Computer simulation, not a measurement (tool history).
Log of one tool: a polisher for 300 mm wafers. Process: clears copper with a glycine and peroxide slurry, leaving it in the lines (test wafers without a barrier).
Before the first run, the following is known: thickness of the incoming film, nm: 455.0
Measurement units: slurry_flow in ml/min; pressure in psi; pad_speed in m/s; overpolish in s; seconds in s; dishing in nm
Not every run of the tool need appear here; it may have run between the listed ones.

{"run": 1, "hour": 0.0, "slurry_flow": 170, "pressure": 1.9, "pad_speed": 1.16, "overpolish": 29, "seconds": 84.831, "dishing": 89.501}
{"run": 2, "hour": 1.9, "slurry_flow": 135, "pressure": 1.9, "pad_speed": 1.16, "overpolish": 29, "seconds": 89.826, "dishing": 88.67}
{"run": 3, "hour": 4.3, "slurry_flow": 115, "pressure": 1.9, "pad_speed": 1.16, "overpolish": 29, "seconds": 90.309, "dishing": 87.588}
{"run": 4, "hour": 5.0, "slurry_flow": 115, "pressure": 1.9, "pad_speed": 1.38, "overpolish": 29, "seconds": 77.965, "dishing": 94.004}
{"run": 5, "hour": 11.8, "slurry_flow": 115, "pressure": 1.9, "pad_speed": 1.38, "overpolish": 36, "seconds": 79.994, "dishing": 107.57}
{"run": 6, "hour": 13.3, "slurry_flow": 115, "pressure": 1.8, "pad_speed": 1.38, "overpolish": 33, "seconds": 81.274, "dishing": 99.979}
{"run": 7, "hour": 19.8, "slurry_flow": 125, "pressure": 1.7, "pad_speed": 1.36, "overpolish": 31, "seconds": 85.492, "dishing": 92.251}
{"run": 8, "hour": 21.3, "slurry_flow": 130, "pressure": 1.6, "pad_speed": 1.36, "overpolish": 29, "seconds": 88.85, "dishing": 87.498}
{"run": 9, "hour": 26.7, "slurry_flow": 125, "pressure": 1.5, "pad_speed": 1.36, "overpolish": 27, "seconds": 93.485, "dishing": 80.195}
{"run": 10, "hour": 34.5, "slurry_flow": 120, "pressure": 1.4, "pad_speed": 1.38, "overpolish": 25, "seconds": 94.63, "dishing": 73.66}
{"run": 11, "hour": 37.2, "slurry_flow": 120, "pressure": 1.3, "pad_speed": 1.38, "overpolish": 23, "seconds": 100.82, "dishing": 65.797}
{"run": 12, "hour": 45.1, "slurry_flow": 100, "pressure": 0.9, "pad_speed": 1.7, "overpolish": 9, "seconds": 108.14, "dishing": 28.183}
{"run": 13, "hour": 53.6, "slurry_flow": 110, "pressure": 0.9, "pad_speed": 1.68, "overpolish": 9, "seconds": 108.26, "dishing": 27.765}
{"run": 14, "hour": 55.6, "slurry_flow": 110, "pressure": 0.9, "pad_speed": 1.66, "overpolish": 9, "seconds": 109.25, "dishing": 28.518}
{"run": 15, "hour": 57.4, "slurry_flow": 115, "pressure": 0.9, "pad_speed": 1.64, "overpolish": 9, "seconds": 108.53, "dishing": 28.083}
{"run": 16, "hour": 60.2, "slurry_flow": 115, "pressure": 0.9, "pad_speed": 1.62, "overpolish": 9, "seconds": 108.14, "dishing": 27.376}

Forecast run 17:
{"run": 17, "hour": 68.7, "slurry_flow": 115, "pressure": 0.9, "pad_speed": 1.6, "overpolish": 9, "seconds": "?", "dishing": "?"}

seconds: 109.35 s
dishing: 27.334 nm
